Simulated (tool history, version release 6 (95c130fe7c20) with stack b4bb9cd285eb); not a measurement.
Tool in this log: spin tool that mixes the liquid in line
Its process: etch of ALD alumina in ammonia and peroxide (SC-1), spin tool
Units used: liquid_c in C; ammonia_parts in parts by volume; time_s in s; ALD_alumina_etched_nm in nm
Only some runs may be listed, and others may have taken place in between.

run 1 day=0 | liquid_c=48 ammonia_parts=0.45 time_s=90 | ALD_alumina_etched_nm=2.2334
run 2 day=0.104 | liquid_c=45.5 ammonia_parts=0.45 time_s=90 | ALD_alumina_etched_nm=1.9021
run 3 day=0.292 | liquid_c=44 ammonia_parts=0.45 time_s=90 | ALD_alumina_etched_nm=1.7536
run 4 day=0.588 | liquid_c=44 ammonia_parts=0.45 time_s=90 | ALD_alumina_etched_nm=1.7335
-- day=0.725 heated supply line repaired
run 5 day=0.725 | liquid_c=43 ammonia_parts=0.45 time_s=90 | ALD_alumina_etched_nm=1.9861
run 6 day=1.079 | liquid_c=49.5 ammonia_parts=0.45 time_s=90 | ALD_alumina_etched_nm=2.8856

Expected results for the next run?
run 7 day=1.354 | liquid_c=47 ammonia_parts=0.45 time_s=90 | ALD_alumina_etched_nm=?

Run 7 yielded ALD_alumina_etched_nm 2.5035 nm.
